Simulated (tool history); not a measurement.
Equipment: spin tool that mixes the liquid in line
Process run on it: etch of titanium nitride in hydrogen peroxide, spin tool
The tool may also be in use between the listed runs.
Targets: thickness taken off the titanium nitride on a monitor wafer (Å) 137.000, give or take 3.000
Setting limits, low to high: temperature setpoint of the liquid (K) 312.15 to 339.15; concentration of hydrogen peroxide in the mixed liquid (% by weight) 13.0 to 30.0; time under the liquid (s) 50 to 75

run	hour	temperature setpoint of the liquid (K)	concentration of hydrogen peroxide in the mixed liquid (% by weight)	time under the liquid (s)	thickness taken off the titanium nitride on a monitor wafer (Å)
1	0.0	328.15	25.0	75	85.581
2	6.9	329.15	25.0	75	92.033
3	9.2	329.15	25.0	75	91.334
4	16.1	330.15	25.0	75	98.478
5	24.0	324.65	25.0	75	67.336
6	32.6	324.65	30.0	75	69.451
7	40.7	326.15	30.0	75	77.070
8	42.5	327.15	30.0	75	83.797
9	44.7	328.15	30.0	75	89.274
10	50.9	329.15	30.0	75	95.672
11	51.8	329.65	30.0	75	98.905
12	53.4	330.15	30.0	75	102.180
13	56.3	330.65	30.0	75	106.330
14	64.1	331.15	30.0	75	110.660
15	69.7	331.65	30.0	75	113.390
16	75.3	332.15	30.0	75	117.170
# hour 79.1: new drum of peroxide connected
17	79.1	332.65	30.0	75	123.170
18	86.5	333.65	30.0	75	132.030

Next run, 4 choices. One meets every target within its allowed miss, the rest don't. Which?
A	93.9	337.65	30.0	60	?
B	93.9	335.15	30.0	75	?
C	93.9	339.15	30.0	50	?
D	93.9	339.15	24.5	60	?

move	thickness taken off the titanium nitride on a monitor wafer (Å)
A	136.400
B	144.330
C	125.470
D	144.010
A: all results land within tolerance of their targets
B: moves the result that the last run missed by most past its target, out the other side
C: misses by more than the last run did
D: moves the result that the last run missed by most past its target, out the other side
So the answer is move A, the one that meets all the targets.

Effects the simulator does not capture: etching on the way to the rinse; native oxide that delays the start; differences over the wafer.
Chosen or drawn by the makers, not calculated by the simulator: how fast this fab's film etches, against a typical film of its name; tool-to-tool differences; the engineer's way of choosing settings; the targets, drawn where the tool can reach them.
